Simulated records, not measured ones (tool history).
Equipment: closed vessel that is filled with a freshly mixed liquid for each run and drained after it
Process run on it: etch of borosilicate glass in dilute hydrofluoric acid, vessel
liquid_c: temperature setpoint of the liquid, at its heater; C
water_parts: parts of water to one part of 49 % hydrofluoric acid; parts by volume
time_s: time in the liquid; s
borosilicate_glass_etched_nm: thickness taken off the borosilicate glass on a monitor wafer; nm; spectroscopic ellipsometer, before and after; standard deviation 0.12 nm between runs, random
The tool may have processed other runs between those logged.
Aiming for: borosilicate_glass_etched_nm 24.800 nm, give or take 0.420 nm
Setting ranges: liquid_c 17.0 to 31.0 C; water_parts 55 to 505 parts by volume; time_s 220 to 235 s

run  hour  liquid_c  water_parts  time_s  borosilicate_glass_etched_nm
  1   0.0      23.0          280     220                        14.570
  2   3.2      23.0          225     220                        19.106
  3   4.0      19.5          225     220                        16.740
  4   8.3      20.5          225     220                        17.425
  5  13.5      21.5          225     220                        18.192
  6  20.3      19.5          225     220                        16.762
  7  26.0      23.5          220     220                        19.841
  8  28.4      24.0          220     220                        20.430
  9  29.7      24.5          220     220                        20.744
 10  32.5      25.0          220     220                        21.013
 11  35.1      25.5          220     220                        21.332

Consider the 4 candidate settings below. Which is the only one whose results all fall within their allowed miss of target?
  A  37.7      27.0          240     220                             ?
  B  37.7      25.0          185     220                             ?
  C  37.7      25.5          200     225                             ?
  D  37.7      27.0          215     220                             ?

move  borosilicate_glass_etched_nm
   A                        20.345
   B                        26.113
   C                        24.743
   D                        23.353
A: misses by more than the last run did
B: carries the result that was furthest off beyond its target, to the other side
C: all results in spec
D: an improvement on the last run, though not all results are within tolerance
The move that meets every target is C.

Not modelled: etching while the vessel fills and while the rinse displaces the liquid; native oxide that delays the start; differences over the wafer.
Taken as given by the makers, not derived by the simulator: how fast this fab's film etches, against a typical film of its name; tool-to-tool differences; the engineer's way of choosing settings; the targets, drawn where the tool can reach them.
